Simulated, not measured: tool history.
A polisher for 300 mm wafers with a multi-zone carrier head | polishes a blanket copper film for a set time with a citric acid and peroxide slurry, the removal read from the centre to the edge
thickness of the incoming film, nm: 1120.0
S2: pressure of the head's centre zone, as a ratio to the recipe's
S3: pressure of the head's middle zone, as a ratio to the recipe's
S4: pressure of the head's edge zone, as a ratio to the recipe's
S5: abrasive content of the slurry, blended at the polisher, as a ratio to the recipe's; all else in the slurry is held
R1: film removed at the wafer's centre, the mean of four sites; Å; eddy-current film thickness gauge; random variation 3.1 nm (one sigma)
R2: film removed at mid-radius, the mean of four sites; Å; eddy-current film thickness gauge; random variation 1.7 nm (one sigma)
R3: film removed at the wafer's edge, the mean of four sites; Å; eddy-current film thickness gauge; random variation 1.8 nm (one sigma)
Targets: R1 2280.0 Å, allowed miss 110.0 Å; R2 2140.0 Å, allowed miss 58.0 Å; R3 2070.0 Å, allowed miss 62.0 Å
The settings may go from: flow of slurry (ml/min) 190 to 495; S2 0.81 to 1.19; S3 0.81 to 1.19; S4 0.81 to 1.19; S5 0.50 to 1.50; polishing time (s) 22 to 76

{"run": 1, "hour": 0.0, "flow of slurry (ml/min)": 320, "S2": 1.0, "S3": 1.0, "S4": 1.0, "S5": 1.0, "polishing time (s)": 49, "R1": 1674.9, "R2": 1653.2, "R3": 1620.9}
{"run": 2, "hour": 1.8, "flow of slurry (ml/min)": 320, "S2": 0.95, "S3": 1.0, "S4": 1.0, "S5": 1.0, "polishing time (s)": 49, "R1": 1584.6, "R2": 1664.9, "R3": 1638.0}
{"run": 3, "hour": 8.9, "flow of slurry (ml/min)": 385, "S2": 0.95, "S3": 1.0, "S4": 1.0, "S5": 1.0, "polishing time (s)": 49, "R1": 1599.2, "R2": 1693.8, "R3": 1618.8}
{"run": 4, "hour": 16.9, "flow of slurry (ml/min)": 380, "S2": 0.97, "S3": 1.01, "S4": 1.01, "S5": 1.05, "polishing time (s)": 49, "R1": 1704.3, "R2": 1719.1, "R3": 1659.7}
{"run": 5, "hour": 20.7, "flow of slurry (ml/min)": 380, "S2": 0.97, "S3": 0.97, "S4": 1.01, "S5": 1.05, "polishing time (s)": 49, "R1": 1688.7, "R2": 1668.1, "R3": 1664.9}
{"run": 6, "hour": 21.3, "flow of slurry (ml/min)": 410, "S2": 0.97, "S3": 0.97, "S4": 1.01, "S5": 1.05, "polishing time (s)": 49, "R1": 1685.9, "R2": 1671.9, "R3": 1657.9}
{"run": 7, "hour": 27.6, "flow of slurry (ml/min)": 410, "S2": 0.98, "S3": 0.98, "S4": 1.02, "S5": 1.1, "polishing time (s)": 49, "R1": 1664.6, "R2": 1678.1, "R3": 1740.1}
{"run": 8, "hour": 28.7, "flow of slurry (ml/min)": 450, "S2": 1.08, "S3": 1.08, "S4": 0.92, "S5": 1.35, "polishing time (s)": 57, "R1": 2390.7, "R2": 2277.7, "R3": 1993.9}
{"run": 9, "hour": 31.8, "flow of slurry (ml/min)": 450, "S2": 1.08, "S3": 1.07, "S4": 0.93, "S5": 1.35, "polishing time (s)": 57, "R1": 2331.8, "R2": 2250.5, "R3": 2019.0}
{"run": 10, "hour": 32.9, "flow of slurry (ml/min)": 450, "S2": 1.08, "S3": 1.06, "S4": 0.93, "S5": 1.35, "polishing time (s)": 57, "R1": 2333.4, "R2": 2252.5, "R3": 1975.3}

Which of these 4 next moves meets every target?
{"run": "A", "hour": 34.0, "flow of slurry (ml/min)": 350, "S2": 1.18, "S3": 1.07, "S4": 0.95, "S5": 1.35, "polishing time (s)": 55, "R1": "?", "R2": "?", "R3": "?"}
{"run": "B", "hour": 34.0, "flow of slurry (ml/min)": 425, "S2": 1.07, "S3": 1.13, "S4": 0.82, "S5": 1.3, "polishing time (s)": 60, "R1": "?", "R2": "?", "R3": "?"}
{"run": "C", "hour": 34.0, "flow of slurry (ml/min)": 430, "S2": 1.06, "S3": 1.02, "S4": 0.99, "S5": 1.35, "polishing time (s)": 57, "R1": "?", "R2": "?", "R3": "?"}
{"run": "D", "hour": 34.0, "flow of slurry (ml/min)": 460, "S2": 1.07, "S3": 1.05, "S4": 0.96, "S5": 1.25, "polishing time (s)": 59, "R1": "?", "R2": "?", "R3": "?"}

move=A R1=2471.6 R2=2158.4 R3=1920.4
move=B R1=2455.0 R2=2473.2 R3=1958.1
move=C R1=2333.7 R2=2181.3 R3=2052.8
move=D R1=2400.4 R2=2274.8 R3=2057.2
A: brings the result that was furthest off to its target, and leaves another outside
B: further off than the last run
C: meets every target
D: further off than the last run
Answer: C
